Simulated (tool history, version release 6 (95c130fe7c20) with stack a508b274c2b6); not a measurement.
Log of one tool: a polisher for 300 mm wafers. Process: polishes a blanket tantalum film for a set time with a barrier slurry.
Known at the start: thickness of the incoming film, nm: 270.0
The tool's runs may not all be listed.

run	hour	flow of slurry (ml/min)	pressure of the wafer on the pad (psi)	speed of the pad under the wafer (m/s)	abrasive content of the slurry	polishing time (s)	film removed (Å)
1	0	210	2.3	1.24	1	59	1157
2	7	210	2.2	1.24	1	59	1123.1
3	11.5	210	2.2	1.54	1	59	1373.1
4	15.9	210	2.2	1.7	1	59	1527.1
5	24.7	210	1.7	1.7	1	59	1189.6
6	29.1	170	1.7	1.7	1	59	1154.3

The next listed run, before its measurement:
7	37.7	170	1.6	1.7	1	59	?

{"run 7": {"film removed (Å)": 1077.9}}

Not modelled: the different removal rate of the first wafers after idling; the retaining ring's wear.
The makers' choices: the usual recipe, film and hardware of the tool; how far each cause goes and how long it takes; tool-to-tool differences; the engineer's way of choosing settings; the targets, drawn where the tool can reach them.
